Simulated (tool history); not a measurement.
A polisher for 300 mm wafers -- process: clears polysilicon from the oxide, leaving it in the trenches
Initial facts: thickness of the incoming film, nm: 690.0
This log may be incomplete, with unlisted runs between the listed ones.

run,hour,flow of slurry (ml/min),pressure of the wafer on the pad (psi),speed of the pad under the wafer (cm/s),overpolish time after the end point (s),time until the end point was called (s),dishing of a wide line in a test structure (nm)
1,0.0,170,3.1,86,14,53.278,39.715
2,8.9,170,2.6,80,15,67.358,39.891
3,15.0,170,2.6,80,13,66.524,39.944
4,19.3,170,2.6,80,9,67.359,37.372
5,27.4,170,2.2,76,10,79.807,36.989
6,31.9,170,2.0,74,12,89.338,36.870
7,38.6,170,1.8,74,15,97.954,38.679

Expected results for the next run?
8,41.9,165,1.4,72,15,?,?

Logged for run 8: time until the end point was called (s) 128.390, dishing of a wide line in a test structure (nm) 35.847.

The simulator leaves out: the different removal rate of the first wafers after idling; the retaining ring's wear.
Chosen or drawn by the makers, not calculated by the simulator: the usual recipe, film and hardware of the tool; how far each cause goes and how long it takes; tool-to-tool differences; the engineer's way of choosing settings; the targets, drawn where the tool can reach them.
